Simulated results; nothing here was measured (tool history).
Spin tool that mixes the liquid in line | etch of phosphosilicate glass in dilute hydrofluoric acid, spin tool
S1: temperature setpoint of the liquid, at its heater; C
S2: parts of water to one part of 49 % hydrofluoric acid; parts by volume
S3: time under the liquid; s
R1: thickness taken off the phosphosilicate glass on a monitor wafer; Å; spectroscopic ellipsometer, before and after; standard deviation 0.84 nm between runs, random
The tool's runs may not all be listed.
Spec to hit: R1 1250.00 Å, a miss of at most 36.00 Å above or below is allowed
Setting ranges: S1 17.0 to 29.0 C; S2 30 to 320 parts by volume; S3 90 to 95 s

{"run": 1, "hour": 0.0, "S1": 21.0, "S2": 175, "S3": 90, "R1": 535.84}
{"run": 2, "hour": 7.3, "S1": 21.0, "S2": 225, "S3": 90, "R1": 398.58}
{"run": 3, "hour": 12.0, "S1": 22.0, "S2": 205, "S3": 90, "R1": 465.18}
{"run": 4, "hour": 14.1, "S1": 23.0, "S2": 190, "S3": 90, "R1": 527.53}
{"run": 5, "hour": 21.1, "S1": 23.5, "S2": 175, "S3": 90, "R1": 597.75}
{"run": 6, "hour": 26.1, "S1": 23.5, "S2": 115, "S3": 90, "R1": 966.55}
{"run": 7, "hour": 29.0, "S1": 24.0, "S2": 115, "S3": 90, "R1": 989.05}
{"run": 8, "hour": 32.4, "S1": 24.0, "S2": 115, "S3": 90, "R1": 993.05}
{"run": 9, "hour": 35.8, "S1": 24.5, "S2": 115, "S3": 90, "R1": 1006.8}
{"run": 10, "hour": 39.0, "S1": 28.5, "S2": 105, "S3": 90, "R1": 1302.4}

Consider the 4 candidate settings below. Which is the only one whose results all fall within their allowed miss of target?
{"run": "A", "hour": 42.2, "S1": 29.0, "S2": 115, "S3": 95, "R1": "?"}
{"run": "B", "hour": 42.2, "S1": 29.0, "S2": 115, "S3": 90, "R1": "?"}
{"run": "C", "hour": 42.2, "S1": 27.5, "S2": 100, "S3": 90, "R1": "?"}
{"run": "D", "hour": 42.2, "S1": 24.5, "S2": 105, "S3": 95, "R1": "?"}

move=A R1=1238.70
move=B R1=1173.50
move=C R1=1300.90
move=D R1=1156.60
A: each result inside its tolerance
B: the result that was furthest off in the last run now lies on the other side of its target
C: neither nearer nor further off than the last run
D: the result that was furthest off in the last run now lies on the other side of its target
Move A is the one to make.
